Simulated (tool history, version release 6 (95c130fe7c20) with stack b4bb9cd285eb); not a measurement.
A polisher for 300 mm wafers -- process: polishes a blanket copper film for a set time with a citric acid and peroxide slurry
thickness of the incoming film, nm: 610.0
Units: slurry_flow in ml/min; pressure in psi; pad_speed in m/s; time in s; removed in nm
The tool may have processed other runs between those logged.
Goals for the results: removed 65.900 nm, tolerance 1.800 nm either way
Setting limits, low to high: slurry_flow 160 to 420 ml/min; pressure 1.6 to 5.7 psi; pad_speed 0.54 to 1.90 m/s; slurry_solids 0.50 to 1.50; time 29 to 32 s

run	day	slurry_flow	pressure	pad_speed	slurry_solids	time	removed
1	0.000	270	3.6	1.22	1.00	32	110.390
2	0.050	330	3.6	1.22	1.00	32	111.790
3	0.392	330	3.6	1.22	1.10	32	115.640
4	0.475	330	3.6	1.22	1.10	29	104.490
5	0.538	330	3.3	1.22	1.10	29	95.409
6	0.792	330	3.3	1.22	1.10	32	107.380
7	0.867	330	3.0	1.20	1.10	32	96.913
8	1.017	330	3.0	1.20	1.10	32	96.250
9	1.250	330	2.8	1.20	1.10	32	93.896
10	1.567	330	2.6	1.18	1.10	32	86.076
11	1.838	330	2.4	1.18	1.10	32	80.679
12	1.954	330	2.4	1.18	1.10	32	81.494
13	2.208	330	2.3	1.18	1.10	32	77.262
14	2.558	315	1.7	1.18	1.10	32	62.771

5 next moves are on the table. One of them brings every result within its allowed miss. Which?
A	2.908	290	2.0	1.12	1.20	29	?
B	2.908	325	1.8	1.16	0.95	32	?
C	2.908	360	1.9	1.20	0.95	32	?
D	2.908	370	1.8	1.36	0.90	32	?
E	2.908	400	1.8	1.10	1.05	32	?

move	removed
A	61.244
B	61.250
C	66.164
D	70.842
E	60.597
A: moves away from the targets compared with the last run
B: moves away from the targets compared with the last run
C: every result within its allowed miss
D: takes the result that was furthest off past its target
E: moves away from the targets compared with the last run
The right move is C.
